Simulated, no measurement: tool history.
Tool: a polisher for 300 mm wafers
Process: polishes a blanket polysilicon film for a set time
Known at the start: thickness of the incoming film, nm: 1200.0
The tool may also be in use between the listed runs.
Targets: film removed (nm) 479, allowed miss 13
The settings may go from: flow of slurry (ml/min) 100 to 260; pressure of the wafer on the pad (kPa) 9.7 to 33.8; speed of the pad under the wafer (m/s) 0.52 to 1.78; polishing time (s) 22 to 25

run,hour,flow of slurry (ml/min),pressure of the wafer on the pad (kPa),speed of the pad under the wafer (m/s),polishing time (s),film removed (nm)
1,0,165,21.4,1.14,25,277.94
2,5.8,165,21.4,1.28,25,316.46
3,11.3,175,24.1,1.28,25,338.59
4,12.4,175,26.9,1.3,25,374.6
5,21.1,175,29,1.32,25,407.45
6,29.6,175,25.5,1.32,25,368.43
7,35.1,175,28.3,1.32,25,404
8,43.4,215,32.4,1.32,25,451.52

5 next moves are on the table. One of them brings every result within its allowed miss. Which?
A,51.7,195,33.8,1.46,25,?
B,51.7,220,30.3,1.66,24,?
C,51.7,180,28.3,1.6,24,?
D,51.7,205,33.8,1.24,24,?
E,51.7,215,31,1.52,24,?

move,film removed (nm)
A,509.7
B,507.72
C,454.31
D,426.49
E,477.1
A: takes the result that was furthest off past its target
B: takes the result that was furthest off past its target
C: nearer than the last run, and not there yet
D: further off than the last run
E: meets every target
The right move is E.
